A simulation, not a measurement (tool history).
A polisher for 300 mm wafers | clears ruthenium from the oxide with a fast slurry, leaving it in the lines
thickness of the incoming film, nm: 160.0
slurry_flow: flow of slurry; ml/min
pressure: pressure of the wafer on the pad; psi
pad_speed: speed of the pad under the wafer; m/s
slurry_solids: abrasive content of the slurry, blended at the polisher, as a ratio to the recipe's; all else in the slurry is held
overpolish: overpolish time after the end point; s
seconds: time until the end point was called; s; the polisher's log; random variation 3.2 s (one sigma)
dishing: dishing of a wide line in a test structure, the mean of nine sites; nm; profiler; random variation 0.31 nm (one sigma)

| run | day | slurry_flow | pressure | pad_speed | slurry_solids | overpolish | seconds | dishing |
|---|---|---|---|---|---|---|---|---|
| 1 | 0.000 | 305 | 1.6 | 0.90 | 1.0 | 20 | 95.378 | 30.741 |
| 2 | 0.104 | 305 | 1.6 | 0.90 | 1.0 | 28 | 95.988 | 42.387 |
| 3 | 0.188 | 305 | 1.4 | 0.86 | 1.0 | 26 | 115.940 | 33.691 |
| 4 | 0.258 | 305 | 1.4 | 0.98 | 1.0 | 26 | 98.680 | 37.743 |
| 5 | 0.488 | 305 | 1.6 | 0.98 | 1.0 | 26 | 89.641 | 40.862 |
| 6 | 0.812 | 305 | 1.4 | 0.98 | 1.0 | 26 | 104.100 | 37.243 |
| 7 | 0.896 | 305 | 1.3 | 0.94 | 1.0 | 24 | 109.560 | 31.240 |
| 8 | 1.175 | 305 | 1.2 | 0.90 | 1.0 | 23 | 122.390 | 27.514 |
| 9 | 1.296 | 305 | 1.1 | 0.88 | 1.0 | 23 | 138.580 | 25.059 |
| 10 | 1.429 | 305 | 1.1 | 0.88 | 1.0 | 23 | 137.160 | 24.996 |

Forecast run 11:
| 11 | 1.500 | 305 | 1.0 | 0.88 | 1.0 | 22 | ? | ? |

Run 11 gave seconds 147.470 s, dishing 22.661 nm.
